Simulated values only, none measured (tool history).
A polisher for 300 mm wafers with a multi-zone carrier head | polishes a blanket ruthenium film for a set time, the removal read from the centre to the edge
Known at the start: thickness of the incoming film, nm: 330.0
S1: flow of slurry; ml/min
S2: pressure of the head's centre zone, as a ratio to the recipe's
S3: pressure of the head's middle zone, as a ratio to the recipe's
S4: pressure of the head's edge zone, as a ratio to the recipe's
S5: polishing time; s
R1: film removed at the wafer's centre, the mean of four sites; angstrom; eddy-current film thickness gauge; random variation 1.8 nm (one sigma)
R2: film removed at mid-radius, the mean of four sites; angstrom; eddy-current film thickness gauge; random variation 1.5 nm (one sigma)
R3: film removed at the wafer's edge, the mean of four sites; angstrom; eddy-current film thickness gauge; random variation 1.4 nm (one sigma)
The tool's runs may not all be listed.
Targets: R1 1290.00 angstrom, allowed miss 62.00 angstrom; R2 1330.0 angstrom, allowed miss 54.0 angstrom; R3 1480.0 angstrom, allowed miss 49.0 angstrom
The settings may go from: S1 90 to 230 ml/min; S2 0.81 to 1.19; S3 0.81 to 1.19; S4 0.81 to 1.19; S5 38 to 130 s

run	day	S1	S2	S3	S4	S5	R1	R2	R3
1	0.000	150	1.00	1.00	1.00	84	1120.80	1115.1	1100.8
2	0.217	150	1.00	1.00	1.08	84	1136.20	1137.5	1136.9
3	0.442	135	1.00	1.00	1.08	84	1092.20	1098.7	1111.9
4	0.650	135	1.00	1.00	1.15	84	1095.60	1111.4	1175.5
5	0.871	135	1.00	1.00	1.19	84	1080.20	1129.9	1174.9
6	0.992	135	1.00	1.07	1.19	84	1059.90	1144.4	1189.2
7	1.225	130	0.98	1.02	1.19	91	1163.90	1200.2	1274.3
8	1.300	130	0.94	1.00	1.19	95	1116.50	1235.8	1303.6
9	1.442	125	0.94	0.97	1.19	99	1172.10	1226.9	1364.1

5 next moves are on the table. One of them brings every result within its allowed miss. Which?
A	1.583	180	0.81	1.10	1.18	89	?	?	?
B	1.583	145	0.83	1.08	1.18	105	?	?	?
C	1.583	95	1.00	1.00	1.19	114	?	?	?
D	1.583	130	0.93	1.07	1.18	92	?	?	?
E	1.583	140	0.99	0.99	1.10	101	?	?	?

move	R1	R2	R3
A	991.93	1358.1	1290.8
B	1143.90	1512.5	1477.5
C	1304.90	1363.0	1484.5
D	1092.10	1281.0	1271.5
E	1302.00	1339.8	1364.8
A: further off than the last run
B: brings the result that was furthest off to its target, and leaves another outside
C: meets every target
D: further off than the last run
E: as far off as the last run
Answer: C

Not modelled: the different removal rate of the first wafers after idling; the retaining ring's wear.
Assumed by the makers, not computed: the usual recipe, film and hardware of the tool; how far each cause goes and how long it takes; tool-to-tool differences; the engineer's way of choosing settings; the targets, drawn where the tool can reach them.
